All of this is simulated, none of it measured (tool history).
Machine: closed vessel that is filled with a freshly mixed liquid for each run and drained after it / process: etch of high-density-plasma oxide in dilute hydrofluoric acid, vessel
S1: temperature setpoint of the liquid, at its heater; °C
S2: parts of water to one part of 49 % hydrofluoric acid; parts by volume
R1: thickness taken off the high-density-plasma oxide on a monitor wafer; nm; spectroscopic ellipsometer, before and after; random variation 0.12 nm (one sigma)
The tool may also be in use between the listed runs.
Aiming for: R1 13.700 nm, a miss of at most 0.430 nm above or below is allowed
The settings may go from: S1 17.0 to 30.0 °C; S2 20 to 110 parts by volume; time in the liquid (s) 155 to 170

Run 1, hour 0.0: S1 22.0 °C, S2 60 parts by volume, time in the liquid (s) 155. Result: R1 20.403 nm.
Run 2, hour 2.9: S1 21.0 °C, S2 65 parts by volume, time in the liquid (s) 155. Result: R1 17.818 nm.
Run 3, hour 7.0: S1 20.0 °C, S2 65 parts by volume, time in the liquid (s) 155. Result: R1 16.911 nm.
Run 4, hour 10.9: S1 19.5 °C, S2 65 parts by volume, time in the liquid (s) 155. Result: R1 16.920 nm.
Run 5, hour 18.6: S1 22.5 °C, S2 65 parts by volume, time in the liquid (s) 155. Result: R1 18.821 nm.
Run 6, hour 20.9: S1 22.5 °C, S2 65 parts by volume, time in the liquid (s) 155. Result: R1 19.010 nm.
Run 7, hour 25.2: S1 21.5 °C, S2 65 parts by volume, time in the liquid (s) 155. Result: R1 17.944 nm.
At hour 32.2: thermometer replaced.
Run 8, hour 32.2: S1 20.5 °C, S2 65 parts by volume, time in the liquid (s) 155. Result: R1 15.994 nm.
Run 9, hour 36.0: S1 20.0 °C, S2 65 parts by volume, time in the liquid (s) 155. Result: R1 15.975 nm.
Run 10, hour 40.0: S1 19.5 °C, S2 65 parts by volume, time in the liquid (s) 155. Result: R1 15.371 nm.
Run 11, hour 46.9: S1 19.0 °C, S2 65 parts by volume, time in the liquid (s) 155. Result: R1 14.955 nm.
Run 12, hour 49.7: S1 18.5 °C, S2 65 parts by volume, time in the liquid (s) 155. Result: R1 14.746 nm.

Consider the 4 candidate settings below. Which is the only one whose results all fall within their allowed miss of target?
Run A, hour 52.5: S1 20.5 °C, S2 80 parts by volume, time in the liquid (s) 155. Result: R1 ?.
Run B, hour 52.5: S1 18.5 °C, S2 60 parts by volume, time in the liquid (s) 160. Result: R1 ?.
Run C, hour 52.5: S1 19.0 °C, S2 65 parts by volume, time in the liquid (s) 155. Result: R1 ?.
Run D, hour 52.5: S1 18.0 °C, S2 75 parts by volume, time in the liquid (s) 170. Result: R1 ?.

move      R1
   A  12.679
   B  16.417
   C  14.911
   D  13.432
A: takes the biggest miss from the last run beyond its target
B: lands further from the targets than the last run did
C: lands further from the targets than the last run did
D: all results in spec
Go with D: it meets all targets.
